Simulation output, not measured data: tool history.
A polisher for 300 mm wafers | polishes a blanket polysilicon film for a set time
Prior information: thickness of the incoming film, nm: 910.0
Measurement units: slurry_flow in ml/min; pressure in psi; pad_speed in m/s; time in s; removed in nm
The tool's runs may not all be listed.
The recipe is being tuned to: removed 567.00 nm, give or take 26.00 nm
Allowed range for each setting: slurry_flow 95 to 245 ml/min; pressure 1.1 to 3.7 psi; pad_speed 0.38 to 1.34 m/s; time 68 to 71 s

run	hour	slurry_flow	pressure	pad_speed	time	removed
1	0.0	155	2.4	0.86	68	352.53
2	4.9	155	2.4	0.86	71	377.94
3	11.3	155	2.4	0.86	68	352.45
4	15.1	155	2.8	0.86	68	414.25
5	20.8	155	2.8	0.86	68	423.62
6	21.4	155	2.9	0.86	68	431.43
7	28.3	155	3.0	0.86	68	448.62
8	36.9	155	3.1	0.86	68	458.13
9	40.9	155	3.2	0.86	68	466.14
10	45.1	155	3.3	0.86	68	487.84

Exercise: of the 5 proposed moves below, exactly one satisfies all targets within the stated allowed misses. Which move is it?
A	49.3	140	3.5	0.94	71	?
B	49.3	135	3.5	0.82	71	?
C	49.3	155	3.2	0.68	68	?
D	49.3	140	2.6	0.88	68	?
E	49.3	165	3.1	0.84	68	?

move	removed
A	565.51
B	500.02
C	386.75
D	383.17
E	451.26
A: every result within its allowed miss
B: closes in on the targets versus the last run, not all within tolerance yet
C: misses by more than the last run did
D: misses by more than the last run did
E: misses by more than the last run did
A meets every target.

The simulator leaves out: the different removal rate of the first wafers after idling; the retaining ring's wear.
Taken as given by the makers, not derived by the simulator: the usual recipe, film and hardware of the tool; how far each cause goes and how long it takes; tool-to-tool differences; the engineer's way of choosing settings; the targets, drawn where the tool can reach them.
